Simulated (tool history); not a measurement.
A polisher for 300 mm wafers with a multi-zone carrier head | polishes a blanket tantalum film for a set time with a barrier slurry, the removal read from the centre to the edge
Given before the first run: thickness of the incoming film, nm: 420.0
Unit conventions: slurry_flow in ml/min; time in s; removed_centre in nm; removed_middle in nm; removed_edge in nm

| run | hour | slurry_flow | centre_zone | middle_zone | edge_zone | slurry_solids | time | removed_centre | removed_middle | removed_edge |
|---|---|---|---|---|---|---|---|---|---|---|
| 1 | 0.0 | 210 | 1.00 | 1.00 | 1.00 | 1.00 | 58 | 104.35 | 104.34 | 106.41 |
| 2 | 3.1 | 210 | 0.97 | 1.03 | 1.04 | 1.15 | 61 | 109.81 | 116.71 | 115.13 |
| 3 | 7.9 | 210 | 0.93 | 1.02 | 1.07 | 1.25 | 66 | 117.27 | 131.16 | 129.70 |
| 4 | 13.8 | 215 | 0.91 | 1.01 | 1.10 | 1.35 | 68 | 119.57 | 131.33 | 137.64 |
| 5 | 21.8 | 220 | 0.90 | 1.03 | 1.12 | 1.40 | 70 | 119.61 | 141.52 | 144.34 |
| 6 | 27.6 | 220 | 0.98 | 1.03 | 1.12 | 1.40 | 70 | 133.97 | 141.05 | 143.11 |

Run 7, settings as shown, results not yet in. Your forecast:
| 7 | 28.7 | 225 | 0.95 | 1.04 | 1.14 | 1.45 | 71 | ? | ? | ? |

Run 7 gave removed_centre 132.24 nm, removed_middle 143.26 nm, removed_edge 148.62 nm.
